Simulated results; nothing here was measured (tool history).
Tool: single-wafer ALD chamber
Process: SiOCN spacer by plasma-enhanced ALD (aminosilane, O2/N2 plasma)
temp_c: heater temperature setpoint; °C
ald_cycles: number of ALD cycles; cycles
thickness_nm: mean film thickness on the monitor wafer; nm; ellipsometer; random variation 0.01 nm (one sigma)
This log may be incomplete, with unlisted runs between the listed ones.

run 1 hour=0.0 | temp_c=405 ald_cycles=104 | thickness_nm=6.0887
run 2 hour=7.0 | temp_c=405 ald_cycles=117 | thickness_nm=6.8847
run 3 hour=14.3 | temp_c=405 ald_cycles=131 | thickness_nm=7.6919
run 4 hour=21.2 | temp_c=405 ald_cycles=122 | thickness_nm=7.1541
run 5 hour=24.3 | temp_c=408 ald_cycles=113 | thickness_nm=6.5788
run 6 hour=30.2 | temp_c=412 ald_cycles=106 | thickness_nm=6.1149

Predict the results of run 7:
run 7 hour=38.6 | temp_c=422 ald_cycles=89 | thickness_nm=?

thickness_nm: 4.9620 nm
